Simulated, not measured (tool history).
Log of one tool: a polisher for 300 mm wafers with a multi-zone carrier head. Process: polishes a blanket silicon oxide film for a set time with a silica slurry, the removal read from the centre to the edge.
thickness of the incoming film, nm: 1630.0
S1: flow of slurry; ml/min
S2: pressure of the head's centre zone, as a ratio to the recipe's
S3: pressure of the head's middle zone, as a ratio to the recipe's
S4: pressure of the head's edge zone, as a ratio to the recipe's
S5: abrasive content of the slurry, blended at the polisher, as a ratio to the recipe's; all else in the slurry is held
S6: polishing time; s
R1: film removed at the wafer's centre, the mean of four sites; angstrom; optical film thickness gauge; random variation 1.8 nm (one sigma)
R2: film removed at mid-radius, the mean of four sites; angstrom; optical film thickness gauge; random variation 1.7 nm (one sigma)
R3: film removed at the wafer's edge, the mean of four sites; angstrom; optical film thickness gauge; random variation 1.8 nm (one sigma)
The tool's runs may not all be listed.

run  hour   S1    S2    S3    S4    S5  S6      R1      R2      R3
  1   0.0  160  1.00  1.00  1.00  1.00  61  2716.3  2720.9  2737.2
  2   6.6  160  1.00  1.00  0.97  1.00  61  2785.9  2746.1  2697.4
  3  13.3  155  0.97  0.99  0.94  0.90  59  2489.1  2501.4  2453.4
  4  15.6  155  0.90  0.99  0.94  0.90  59  2380.1  2482.0  2481.6
  5  17.3  155  0.90  0.99  0.94  0.90  49  1965.6  2083.1  2047.3
  6  23.7  155  0.84  0.99  0.94  0.90  49  1874.8  2090.4  2068.0

Forecast run 7:
  7  31.5  150  0.85  0.99  0.91  0.85  49   ?   ?   ?

Run 7 gave R1 1870.6 angstrom, R2 2059.4 angstrom, R3 1935.9 angstrom.
